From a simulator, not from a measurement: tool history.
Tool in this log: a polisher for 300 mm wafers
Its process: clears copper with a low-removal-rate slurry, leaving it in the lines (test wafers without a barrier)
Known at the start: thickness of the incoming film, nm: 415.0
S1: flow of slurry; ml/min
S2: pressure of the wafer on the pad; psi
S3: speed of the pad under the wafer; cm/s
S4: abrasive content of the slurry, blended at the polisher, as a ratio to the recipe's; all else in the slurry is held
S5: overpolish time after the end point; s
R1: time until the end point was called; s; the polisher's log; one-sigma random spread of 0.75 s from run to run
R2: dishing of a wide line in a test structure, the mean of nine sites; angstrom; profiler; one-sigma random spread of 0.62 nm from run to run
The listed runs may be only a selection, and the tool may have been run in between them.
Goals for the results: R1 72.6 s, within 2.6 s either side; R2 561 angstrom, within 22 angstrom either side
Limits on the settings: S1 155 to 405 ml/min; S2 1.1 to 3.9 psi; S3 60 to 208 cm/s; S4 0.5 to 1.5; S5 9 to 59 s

run  hour   S1   S2   S3   S4  S5      R1      R2
  1     0  260  2.5  134    1  30  120.14   579.7
  2   5.5  260  2.7  136    1  26  112.08  569.15
  3  13.3  260  2.7  136  0.8  26   113.4   540.7
  4  19.7  260  2.7  150  0.8  26  102.47  579.93
  5  25.2  260  2.9  150  0.8  23  96.386  566.85
     31.6  -- worn pad replaced by a new one
  6  31.6  260  2.9  178  0.8  23  71.786  676.71
  7  34.4  260  2.9  178  0.8  21  70.839  626.91
  8  39.4  260  2.9  178  0.8  20  71.984  627.17
  9  40.2  260  2.9  180  0.8  14  72.137   474.9
 10  48.6  260  2.9  176  0.8  19  75.412  595.64

4 candidate next runs follow, results not yet known. Just one meets every target within its allowed miss. Identify it.
  A    57  180  2.8  192  0.75  17   ?   ?
  B    57  195  3.1  186   0.7  18   ?   ?
  C    57  250  2.7  178   0.8  18   ?   ?
  D    57  260  3.4  156  1.15  16   ?   ?

move      R1      R2
   A  71.446  542.15
   B  67.452  590.43
   C    76.4  537.06
   D  66.884  551.25
A: all results land within tolerance of their targets
B: misses by more than the last run did
C: takes the result that was furthest off past its target
D: the worst result of the last run now meets its target, but another is out of spec
So the answer is move A, the one that meets all the targets.
